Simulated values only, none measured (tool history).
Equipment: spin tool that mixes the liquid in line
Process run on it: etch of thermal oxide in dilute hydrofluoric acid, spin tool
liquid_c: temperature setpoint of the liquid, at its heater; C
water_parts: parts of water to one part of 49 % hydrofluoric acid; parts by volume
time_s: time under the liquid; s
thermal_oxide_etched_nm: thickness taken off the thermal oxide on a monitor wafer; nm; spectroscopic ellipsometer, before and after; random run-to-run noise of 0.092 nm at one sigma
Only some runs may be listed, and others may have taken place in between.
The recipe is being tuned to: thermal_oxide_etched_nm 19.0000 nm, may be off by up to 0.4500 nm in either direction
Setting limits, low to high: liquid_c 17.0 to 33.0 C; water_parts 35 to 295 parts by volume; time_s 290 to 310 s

run  hour  liquid_c  water_parts  time_s  thermal_oxide_etched_nm
  1   0.0      25.0          165     290                   8.2175
  2   8.9      25.0          165     310                   8.8971
  3  14.8      25.0          165     290                   8.3285
  4  22.5      25.0          165     290                   8.3298
  5  30.0      27.0          145     290                  10.3250
  6  37.7      28.5          130     290                  12.5560
  7  39.1      29.5          125     290                  13.5530
  8  47.5      29.5          125     290                  13.5220
  9  56.3      30.5          120     290                  14.8610
 10  63.9      31.0          115     290                  15.8170
 11  68.4      31.5          110     290                  16.9030
 12  69.6      32.0          110     290                  17.4620
 13  77.7      32.5          105     290                  18.5980

Below are 4 possible settings for the next run. Only one of them brings all results inside the allowed miss of their targets. Which is it?
  A  85.8      33.0          105     290                        ?
  B  85.8      33.0          105     305                        ?
  C  85.8      32.5          115     310                        ?
  D  85.8      33.0          110     290                        ?

move  thermal_oxide_etched_nm
   A                  18.7780
   B                  19.7490
   C                  17.7340
   D                  17.7910
A: all results in spec
B: carries the result that was furthest off beyond its target, to the other side
C: misses by more than the last run did
D: misses by more than the last run did
Go with A: it meets all targets.
